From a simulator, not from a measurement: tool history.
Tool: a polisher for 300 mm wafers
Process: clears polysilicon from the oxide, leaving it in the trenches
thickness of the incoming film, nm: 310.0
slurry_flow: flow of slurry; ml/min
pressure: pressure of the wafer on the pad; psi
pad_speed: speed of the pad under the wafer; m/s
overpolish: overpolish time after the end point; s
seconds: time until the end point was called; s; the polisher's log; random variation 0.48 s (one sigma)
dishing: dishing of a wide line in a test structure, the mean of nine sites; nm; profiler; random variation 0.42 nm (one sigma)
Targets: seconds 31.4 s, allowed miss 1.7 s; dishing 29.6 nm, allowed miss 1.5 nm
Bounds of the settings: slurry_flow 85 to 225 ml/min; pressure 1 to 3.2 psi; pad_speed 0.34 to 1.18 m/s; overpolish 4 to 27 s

| run | hour | slurry_flow | pressure | pad_speed | overpolish | seconds | dishing |
|---|---|---|---|---|---|---|---|
| 1 | 0 | 145 | 2.1 | 0.76 | 14 | 32.756 | 56.664 |
| 2 | 8.3 | 145 | 1.7 | 0.76 | 14 | 39.461 | 52.597 |
| 3 | 15.2 | 145 | 1.7 | 0.92 | 14 | 32.466 | 55.245 |
| 4 | 23.7 | 140 | 1.6 | 0.94 | 13 | 34.004 | 56.044 |
| 5 | 32.4 | 150 | 1.7 | 0.88 | 12 | 33.994 | 52.509 |
| 6 | 35 | 150 | 1.7 | 1.02 | 12 | 30.433 | 56.555 |
| 7 | 42.8 | 160 | 1.8 | 0.94 | 11 | 30.134 | 53.358 |
| 8 | 49 | 165 | 1.9 | 0.88 | 10 | 30.547 | 52.518 |
| 9 | 57.3 | 170 | 1.9 | 0.86 | 9 | 31.785 | 49.079 |
| 10 | 62.7 | 175 | 2 | 0.8 | 8 | 31.419 | 46.21 |

Which of these 4 next moves meets every target?
| A | 68.1 | 170 | 1.9 | 0.86 | 13 | ? | ? |
| B | 68.1 | 180 | 2.1 | 0.82 | 12 | ? | ? |
| C | 68.1 | 200 | 2.1 | 0.76 | 4 | ? | ? |
| D | 68.1 | 170 | 1.9 | 0.86 | 16 | ? | ? |

| move | seconds | dishing |
|---|---|---|
| A | 31.891 | 55.773 |
| B | 30.029 | 55.427 |
| C | 31.81 | 29.789 |
| D | 31.891 | 58.964 |
A: further off than the last run
B: further off than the last run
C: meets every target
D: further off than the last run
Answer: C
